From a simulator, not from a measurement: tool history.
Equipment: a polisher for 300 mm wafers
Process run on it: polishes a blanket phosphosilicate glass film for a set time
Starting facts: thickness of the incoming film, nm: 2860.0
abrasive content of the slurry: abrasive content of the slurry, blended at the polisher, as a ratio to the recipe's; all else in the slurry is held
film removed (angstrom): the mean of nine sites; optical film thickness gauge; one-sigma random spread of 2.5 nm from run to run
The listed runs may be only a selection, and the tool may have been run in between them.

run	hour	flow of slurry (ml/min)	pressure of the wafer on the pad (psi)	speed of the pad under the wafer (cm/s)	abrasive content of the slurry	polishing time (s)	film removed (angstrom)
1	0	230	4.2	78	1	23	1827.6
2	2.7	230	4.9	78	1	23	2112
3	6	230	4.9	86	1	23	2281.1
4	8.8	195	4.9	86	1	23	2193.5
5	14.4	195	4.9	86	1	20	1941.3
6	16.8	215	5	86	1	20	1992.3
7	23.2	225	5.2	88	1	20	2114.1
8	27	225	5.2	88	1	20	2111.3
9	28.2	225	5.4	90	1	20	2218.4

Predict the results of run 10:
10	32.6	230	5.6	92	1	20	?

{"run 10": {"film removed (angstrom)": 2339.5}}

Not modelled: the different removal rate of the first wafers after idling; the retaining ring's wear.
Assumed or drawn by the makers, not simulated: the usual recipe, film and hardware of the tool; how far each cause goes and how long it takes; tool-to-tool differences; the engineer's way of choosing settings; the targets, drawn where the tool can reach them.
